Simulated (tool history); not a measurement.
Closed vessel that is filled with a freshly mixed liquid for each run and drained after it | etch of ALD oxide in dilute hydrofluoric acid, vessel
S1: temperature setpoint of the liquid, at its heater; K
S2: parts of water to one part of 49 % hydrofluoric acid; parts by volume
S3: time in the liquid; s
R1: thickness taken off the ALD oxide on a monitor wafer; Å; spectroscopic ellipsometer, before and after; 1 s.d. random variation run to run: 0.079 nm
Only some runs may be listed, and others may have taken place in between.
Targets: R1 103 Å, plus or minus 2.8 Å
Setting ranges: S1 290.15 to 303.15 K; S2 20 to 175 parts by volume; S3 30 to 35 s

run	day	S1	S2	S3	R1
1	0	295.15	95	35	136.4
2	0.358	295.15	95	30	115.22
3	0.571	298.15	95	30	131.21
4	0.671	298.15	65	30	202.12
5	0.788	301.15	65	30	226.4
6	0.825	301.15	65	30	229.45
7	1.162	298.15	75	30	170.98
8	1.4	298.15	75	30	171.84
9	1.529	295.65	80	30	144.29
10	1.825	294.15	80	30	134.25
# day 2.075: thermometer replaced
11	2.075	293.15	80	30	125.34
12	2.354	292.15	80	30	119.85
13	2.454	291.65	80	30	116.9
14	2.604	291.15	80	30	114.96

5 candidate next runs follow, results not yet known. Just one meets every target within its allowed miss. Identify it.
A	2.754	290.15	90	35	?
B	2.754	290.15	80	30	?
C	2.754	291.65	85	30	?
D	2.754	291.15	95	35	?
E	2.754	290.15	85	30	?

move	R1
A	112.35
B	109.5
C	109.22
D	110.44
E	102.51
A: an improvement on the last run, though not all results are within tolerance
B: an improvement on the last run, though not all results are within tolerance
C: an improvement on the last run, though not all results are within tolerance
D: an improvement on the last run, though not all results are within tolerance
E: in spec on every target
Go with E: it meets all targets.
